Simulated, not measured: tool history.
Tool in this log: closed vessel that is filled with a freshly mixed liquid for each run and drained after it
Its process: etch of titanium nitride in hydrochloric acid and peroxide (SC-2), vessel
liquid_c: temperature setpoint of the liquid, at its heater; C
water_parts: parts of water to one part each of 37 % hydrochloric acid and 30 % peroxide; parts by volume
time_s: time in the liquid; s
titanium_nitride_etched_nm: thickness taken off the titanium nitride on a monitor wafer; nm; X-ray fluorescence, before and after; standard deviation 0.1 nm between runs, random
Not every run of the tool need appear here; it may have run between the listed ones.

run	day	liquid_c	water_parts	time_s	titanium_nitride_etched_nm
1	0.000	59.0	9.5	55	3.7412
2	0.388	52.0	9.5	55	2.3795
3	0.596	56.5	8.0	55	3.6913
4	0.862	60.0	7.0	55	5.0915
5	1.054	63.0	6.5	55	6.5153
6	1.296	63.0	10.0	55	4.6403
7	1.479	71.0	6.0	55	11.2660

For run 8, what comes out?
8	1.783	71.0	5.5	55	?

Run 8 measured titanium_nitride_etched_nm 12.0710 nm.

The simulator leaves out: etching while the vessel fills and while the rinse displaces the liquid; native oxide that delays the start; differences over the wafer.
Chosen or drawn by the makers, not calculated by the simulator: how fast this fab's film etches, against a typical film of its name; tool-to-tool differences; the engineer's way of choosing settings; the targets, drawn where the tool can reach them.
